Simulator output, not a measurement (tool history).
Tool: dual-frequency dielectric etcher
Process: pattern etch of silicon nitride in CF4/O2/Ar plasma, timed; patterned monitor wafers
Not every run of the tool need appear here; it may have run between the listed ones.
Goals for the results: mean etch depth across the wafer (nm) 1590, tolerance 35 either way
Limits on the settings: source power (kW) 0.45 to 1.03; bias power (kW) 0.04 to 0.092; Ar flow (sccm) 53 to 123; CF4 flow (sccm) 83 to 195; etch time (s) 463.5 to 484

run  hour  source power (kW)  bias power (kW)  Ar flow (sccm)  CF4 flow (sccm)  etch time (s)  mean etch depth across the wafer (nm)
  1     0               0.74            0.066              88              139          463.5                                 1469.7
  2   8.6               0.76            0.066              88              139          463.5                                 1508.5
  3  15.5               0.85            0.066              88              139          463.5                                 1670.7
  4  23.9               0.85            0.066              88              139          463.5                                 1666.4
  5  28.5               0.73            0.066              88              139          463.5                                 1463.5
  6  36.7               0.75            0.066              88              139          463.5                                 1494.8
  7  39.9               0.77            0.066              88              139          463.5                                 1525.7
  8  42.7               0.78            0.066              88              139          463.5                                 1536.5

4 candidate next runs follow, results not yet known. Just one meets every target within its allowed miss. Identify it.
  A  45.5               0.71             0.07              94              163            484                                      ?
  B  45.5               0.79             0.06              81              126            484                                      ?
  C  45.5               0.73            0.068              77              156          463.5                                      ?
  D  45.5               0.83            0.045              96              148            469                                      ?

move  mean etch depth across the wafer (nm)
   A                                 1506.7
   B                                   1581
   C                                 1488.5
   D                                 1499.8
A: the biggest miss grows against the last run
B: hits every target within its allowed miss
C: the biggest miss grows against the last run
D: the biggest miss grows against the last run
Answer: B
